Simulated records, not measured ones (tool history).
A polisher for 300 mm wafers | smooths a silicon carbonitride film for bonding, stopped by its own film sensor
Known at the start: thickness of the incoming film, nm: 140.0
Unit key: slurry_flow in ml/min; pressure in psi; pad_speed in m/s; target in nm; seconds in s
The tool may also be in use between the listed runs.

run  hour  slurry_flow  pressure  pad_speed  slurry_solids  target  seconds
  1     0          235       2.8       1.02              1     123   55.453
  2   7.8          235       2.8       1.02              1     125   49.575
  3  13.1          235       3.3       1.02              1     125   42.405
  4  20.1          235       3.3       0.88              1     125   46.631
  5  22.6          235       3.3       0.64              1     125   59.003
  6  23.8          235       3.6       0.64              1     125    53.73

What will run 7 give?
  7  31.4          235       3.3       0.64              1     125        ?

{"run 7": {"seconds": 57.723}}
